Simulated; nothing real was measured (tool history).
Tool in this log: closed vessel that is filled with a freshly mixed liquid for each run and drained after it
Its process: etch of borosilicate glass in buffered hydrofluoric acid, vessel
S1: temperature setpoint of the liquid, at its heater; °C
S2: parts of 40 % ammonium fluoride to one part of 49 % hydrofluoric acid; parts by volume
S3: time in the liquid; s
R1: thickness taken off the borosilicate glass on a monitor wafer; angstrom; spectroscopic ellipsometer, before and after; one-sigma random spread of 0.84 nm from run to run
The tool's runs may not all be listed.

| run | hour | S1 | S2 | S3 | R1 |
|---|---|---|---|---|---|
| 1 | 0 | 25 | 15.5 | 100 | 850.06 |
| 2 | 8.3 | 27 | 15.5 | 100 | 949.45 |
| 3 | 10.9 | 24 | 15.5 | 100 | 806.02 |
| 4 | 16.1 | 20.5 | 15.5 | 100 | 664.36 |
| 5 | 21.1 | 17.5 | 15.5 | 100 | 565.74 |
| 6 | 27.4 | 20.5 | 14 | 100 | 736.53 |
| 7 | 31.8 | 23 | 13 | 100 | 909.34 |
| 8 | 34.9 | 25 | 12 | 100 | 1098.9 |
| 9 | 44.1 | 26.5 | 11.5 | 100 | 1243.3 |

What does the tool deliver on the next run?
| 10 | 46 | 30.5 | 9 | 100 | ? |

R1: 1865.5 angstrom
